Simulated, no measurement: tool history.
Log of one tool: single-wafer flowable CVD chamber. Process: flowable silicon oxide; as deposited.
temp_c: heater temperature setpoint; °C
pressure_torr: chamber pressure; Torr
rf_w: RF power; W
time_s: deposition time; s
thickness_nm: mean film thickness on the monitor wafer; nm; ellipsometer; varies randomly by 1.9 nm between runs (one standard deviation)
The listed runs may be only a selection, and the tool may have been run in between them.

run 1 hour=0.0 | temp_c=100 pressure_torr=0.885 rf_w=2495 time_s=1183 | thickness_nm=853.31
run 2 hour=4.9 | temp_c=100 pressure_torr=0.885 rf_w=2495 time_s=1183 | thickness_nm=859.95
run 3 hour=10.1 | temp_c=100 pressure_torr=0.812 rf_w=2495 time_s=1183 | thickness_nm=789.89
run 4 hour=15.9 | temp_c=100 pressure_torr=0.812 rf_w=2495 time_s=1220 | thickness_nm=809.98
run 5 hour=16.9 | temp_c=100 pressure_torr=0.706 rf_w=2495 time_s=1220 | thickness_nm=710.20
run 6 hour=20.9 | temp_c=104 pressure_torr=0.705 rf_w=2495 time_s=1220 | thickness_nm=625.73
run 7 hour=27.5 | temp_c=107 pressure_torr=0.704 rf_w=2495 time_s=1220 | thickness_nm=577.39
run 8 hour=34.7 | temp_c=109 pressure_torr=0.703 rf_w=2495 time_s=1220 | thickness_nm=541.32

Run 9 is up next; what results do you expect?
run 9 hour=43.5 | temp_c=111 pressure_torr=0.703 rf_w=2495 time_s=1220 | thickness_nm=?

Run 9 yielded thickness_nm 512.89 nm.
